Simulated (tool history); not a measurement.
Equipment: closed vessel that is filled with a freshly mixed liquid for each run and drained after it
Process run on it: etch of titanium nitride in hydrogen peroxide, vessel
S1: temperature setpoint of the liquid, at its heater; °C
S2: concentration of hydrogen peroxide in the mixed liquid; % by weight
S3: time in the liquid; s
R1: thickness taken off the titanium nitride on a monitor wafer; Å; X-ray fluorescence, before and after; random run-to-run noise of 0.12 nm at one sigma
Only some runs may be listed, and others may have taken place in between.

run    day    S1    S2   S3      R1
  1      0    45  25.5  370  104.54
  2  0.062    45  25.5  400  114.08
  3  0.392    45  25.5  370  104.27
  4  0.683  41.5  25.5  370  80.658
  5  1.017    43  25.5  370  89.425
  6  1.362    43    20  370  84.991
  7    1.7  44.5    20  370  94.944

Run 8 has not been measured yet. What should we expect?
  8  1.938  45.5  20  370   ?

R1: 103.35 Å

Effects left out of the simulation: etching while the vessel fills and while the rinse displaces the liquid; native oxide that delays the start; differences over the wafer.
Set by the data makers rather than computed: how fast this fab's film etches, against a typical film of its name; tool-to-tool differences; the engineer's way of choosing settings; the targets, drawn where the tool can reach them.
